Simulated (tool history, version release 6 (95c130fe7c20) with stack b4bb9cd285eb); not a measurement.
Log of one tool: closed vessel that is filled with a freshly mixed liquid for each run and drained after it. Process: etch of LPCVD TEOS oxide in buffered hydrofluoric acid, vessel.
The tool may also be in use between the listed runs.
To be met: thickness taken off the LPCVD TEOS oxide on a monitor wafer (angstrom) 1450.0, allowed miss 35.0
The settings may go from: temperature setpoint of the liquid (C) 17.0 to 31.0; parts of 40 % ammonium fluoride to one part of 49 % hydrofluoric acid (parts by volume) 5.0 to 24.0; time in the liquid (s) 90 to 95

run	hour	temperature setpoint of the liquid (C)	parts of 40 % ammonium fluoride to one part of 49 % hydrofluoric acid (parts by volume)	time in the liquid (s)	thickness taken off the LPCVD TEOS oxide on a monitor wafer (angstrom)
1	0.0	23.0	14.5	90	2318.9
2	8.1	21.0	15.0	90	2004.3
3	12.5	21.0	15.0	95	2101.8
4	14.9	19.5	15.5	95	1885.1
5	21.0	19.5	15.5	95	1884.7
6	26.6	18.5	16.0	95	1729.6
7	34.4	18.0	16.5	95	1651.5
8	41.5	17.5	17.0	95	1554.0

4 next moves are on the table. One of them brings every result within its allowed miss. Which?
A	48.6	17.0	17.5	95	?
B	48.6	17.5	19.5	95	?
C	48.6	21.0	19.0	95	?
D	48.6	18.0	17.5	95	?

move	thickness taken off the LPCVD TEOS oxide on a monitor wafer (angstrom)
A	1446.5
B	1337.5
C	1671.8
D	1531.4
A: meets every target
B: takes the result that was furthest off past its target
C: further off than the last run
D: nearer than the last run, and not there yet
Move A is the one to make.

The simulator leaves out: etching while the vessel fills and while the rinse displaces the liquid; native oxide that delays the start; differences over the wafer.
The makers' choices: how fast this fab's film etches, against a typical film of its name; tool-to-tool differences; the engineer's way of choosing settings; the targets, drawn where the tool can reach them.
